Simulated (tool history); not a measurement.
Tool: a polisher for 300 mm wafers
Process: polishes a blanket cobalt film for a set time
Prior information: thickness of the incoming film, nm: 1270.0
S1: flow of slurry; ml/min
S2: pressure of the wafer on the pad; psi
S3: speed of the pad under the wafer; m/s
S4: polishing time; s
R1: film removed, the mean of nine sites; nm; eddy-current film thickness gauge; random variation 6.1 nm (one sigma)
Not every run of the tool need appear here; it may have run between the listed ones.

run 1 hour=0.0 | S1=205 S2=2.3 S3=1.12 S4=74 | R1=408.18
run 2 hour=8.2 | S1=205 S2=2.3 S3=1.38 S4=74 | R1=507.07
run 3 hour=14.6 | S1=205 S2=2.3 S3=1.20 S4=74 | R1=435.99
run 4 hour=17.5 | S1=205 S2=1.9 S3=1.20 S4=74 | R1=370.65
run 5 hour=25.3 | S1=235 S2=1.9 S3=1.20 S4=74 | R1=374.08
run 6 hour=33.8 | S1=235 S2=2.1 S3=1.20 S4=74 | R1=409.54
run 7 hour=39.1 | S1=235 S2=2.3 S3=1.20 S4=74 | R1=441.73
run 8 hour=47.6 | S1=235 S2=2.5 S3=1.20 S4=74 | R1=474.14
run 9 hour=49.3 | S1=235 S2=2.7 S3=1.20 S4=74 | R1=498.18
run 10 hour=52.7 | S1=235 S2=2.8 S3=1.22 S4=74 | R1=530.52
run 11 hour=57.1 | S1=235 S2=2.9 S3=1.22 S4=74 | R1=543.07

Expected results for the next run?
run 12 hour=65.5 | S1=235 S2=3.0 S3=1.24 S4=74 | R1=?

Run 12 came out at R1 582.63 nm.
